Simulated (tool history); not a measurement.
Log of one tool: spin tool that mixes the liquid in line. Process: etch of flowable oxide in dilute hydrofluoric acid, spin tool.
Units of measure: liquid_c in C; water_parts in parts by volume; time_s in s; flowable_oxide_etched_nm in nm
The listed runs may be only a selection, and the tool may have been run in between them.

run    day  liquid_c  water_parts  time_s  flowable_oxide_etched_nm
  1  0.000      23.0           90      15                    9.9949
  2  0.112      23.0           90      15                    9.9280
  3  0.358      24.5           85      15                   11.4180
  4  0.383      26.0           85      15                   11.9990
  5  0.688      27.0           80      15                   13.3190
  6  0.838      27.5           75      15                   14.7250
  7  0.962      28.0           70      15                   16.1350

Forecast run 8:
  8  1.208      28.0           70      15                         ?

Run 8 measured flowable_oxide_etched_nm 16.0180 nm.
